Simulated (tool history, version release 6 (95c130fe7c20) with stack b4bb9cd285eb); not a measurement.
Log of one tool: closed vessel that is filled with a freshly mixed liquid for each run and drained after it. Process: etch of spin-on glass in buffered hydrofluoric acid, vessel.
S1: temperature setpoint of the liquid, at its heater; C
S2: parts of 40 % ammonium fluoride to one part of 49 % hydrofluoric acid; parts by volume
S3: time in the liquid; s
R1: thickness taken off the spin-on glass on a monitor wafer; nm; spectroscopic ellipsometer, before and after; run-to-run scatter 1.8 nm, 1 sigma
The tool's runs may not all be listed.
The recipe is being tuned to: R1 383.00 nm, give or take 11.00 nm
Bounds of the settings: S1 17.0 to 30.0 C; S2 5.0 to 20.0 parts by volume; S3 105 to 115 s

{"run": 1, "hour": 0.0, "S1": 22.0, "S2": 12.0, "S3": 105, "R1": 330.14}
{"run": 2, "hour": 1.7, "S1": 22.5, "S2": 12.0, "S3": 105, "R1": 340.13}
{"run": 3, "hour": 5.2, "S1": 22.5, "S2": 12.0, "S3": 105, "R1": 339.58}
{"run": 4, "hour": 6.3, "S1": 23.0, "S2": 12.0, "S3": 105, "R1": 348.91}
{"run": 5, "hour": 12.8, "S1": 23.5, "S2": 12.0, "S3": 105, "R1": 360.64}
{"run": 6, "hour": 21.6, "S1": 20.0, "S2": 12.0, "S3": 105, "R1": 294.43}
{"run": 7, "hour": 22.5, "S1": 21.5, "S2": 12.0, "S3": 105, "R1": 320.83}
{"run": 8, "hour": 23.6, "S1": 22.5, "S2": 12.0, "S3": 105, "R1": 338.77}
{"run": 9, "hour": 28.5, "S1": 23.0, "S2": 12.0, "S3": 105, "R1": 348.16}

Consider the 4 candidate settings below. Which is the only one whose results all fall within their allowed miss of target?
{"run": "A", "hour": 33.4, "S1": 21.5, "S2": 9.5, "S3": 110, "R1": "?"}
{"run": "B", "hour": 33.4, "S1": 24.5, "S2": 12.5, "S3": 110, "R1": "?"}
{"run": "C", "hour": 33.4, "S1": 24.5, "S2": 11.5, "S3": 110, "R1": "?"}
{"run": "D", "hour": 33.4, "S1": 25.0, "S2": 14.5, "S3": 105, "R1": "?"}

move=A R1=413.11
move=B R1=379.33
move=C R1=411.53
move=D R1=321.69
A: carries the result that was furthest off beyond its target, to the other side
B: hits every target within its allowed miss
C: carries the result that was furthest off beyond its target, to the other side
D: lands further from the targets than the last run did
B is the move that brings every result within its allowed miss.
